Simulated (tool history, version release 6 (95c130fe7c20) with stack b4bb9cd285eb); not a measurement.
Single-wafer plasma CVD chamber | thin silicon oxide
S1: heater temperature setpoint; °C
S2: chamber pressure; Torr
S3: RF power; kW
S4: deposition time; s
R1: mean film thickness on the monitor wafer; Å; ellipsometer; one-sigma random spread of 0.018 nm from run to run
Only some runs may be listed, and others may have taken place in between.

run	hour	S1	S2	S3	S4	R1
1	0.0	425	0.597	0.320	5.72	75.615
2	2.2	425	0.539	0.320	5.72	70.253
3	10.7	434	0.539	0.320	5.72	69.102
4	16.0	434	0.488	0.320	5.72	63.982
5	23.8	434	0.488	0.365	5.72	67.213
6	30.3	434	0.582	0.365	5.72	77.026
7	39.1	434	0.517	0.355	5.68	69.774
8	43.9	434	0.471	0.345	5.65	63.045
9	45.6	434	0.438	0.345	5.65	59.461
10	49.6	434	0.416	0.345	5.65	57.155
11	57.0	434	0.401	0.345	5.65	55.824
12	60.6	434	0.390	0.345	5.65	54.556
13	68.9	434	0.383	0.345	5.65	53.833

For run 14, what comes out?
14	72.0	434	0.378	0.345	5.65	?

R1: 53.624 Å
